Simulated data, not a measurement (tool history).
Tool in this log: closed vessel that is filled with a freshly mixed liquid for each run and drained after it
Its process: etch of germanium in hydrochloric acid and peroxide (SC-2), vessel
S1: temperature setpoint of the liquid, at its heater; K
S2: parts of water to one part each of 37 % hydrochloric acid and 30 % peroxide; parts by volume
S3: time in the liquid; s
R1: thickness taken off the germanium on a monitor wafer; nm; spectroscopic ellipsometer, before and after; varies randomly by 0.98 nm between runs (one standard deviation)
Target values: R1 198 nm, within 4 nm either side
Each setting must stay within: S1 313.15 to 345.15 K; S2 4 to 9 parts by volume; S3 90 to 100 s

{"run": 1, "hour": 0.0, "S1": 329.15, "S2": 5, "S3": 90, "R1": 136.93}
{"run": 2, "hour": 4.7, "S1": 331.15, "S2": 5, "S3": 90, "R1": 146.2}
{"run": 3, "hour": 8.6, "S1": 331.15, "S2": 4, "S3": 90, "R1": 145.73}
{"run": 4, "hour": 12.9, "S1": 324.65, "S2": 4, "S3": 90, "R1": 120.01}
{"run": 5, "hour": 16.0, "S1": 324.65, "S2": 4, "S3": 90, "R1": 120.78}
{"hour": 24.9, "done": "thermometer replaced"}
{"run": 6, "hour": 24.9, "S1": 327.65, "S2": 4, "S3": 90, "R1": 141.23}
{"run": 7, "hour": 28.0, "S1": 329.65, "S2": 4, "S3": 90, "R1": 150.65}
{"run": 8, "hour": 37.1, "S1": 331.15, "S2": 4, "S3": 90, "R1": 159.7}
{"run": 9, "hour": 44.6, "S1": 332.15, "S2": 4, "S3": 90, "R1": 163.57}

Exactly one of the 5 candidate moves below puts every result within its allowed miss. Which one?
{"run": "A", "hour": 52.1, "S1": 327.65, "S2": 5.5, "S3": 90, "R1": "?"}
{"run": "B", "hour": 52.1, "S1": 338.65, "S2": 4.5, "S3": 95, "R1": "?"}
{"run": "C", "hour": 52.1, "S1": 337.15, "S2": 5.5, "S3": 95, "R1": "?"}
{"run": "D", "hour": 52.1, "S1": 337.15, "S2": 4, "S3": 100, "R1": "?"}
{"run": "E", "hour": 52.1, "S1": 339.15, "S2": 4.5, "S3": 95, "R1": "?"}

move=A R1=140.62
move=B R1=208.16
move=C R1=197.81
move=D R1=210.23
move=E R1=211.22
A: its largest miss is bigger than the last run's
B: takes the biggest miss from the last run beyond its target
C: meets every target
D: takes the biggest miss from the last run beyond its target
E: takes the biggest miss from the last run beyond its target
Go with C: it meets all targets.
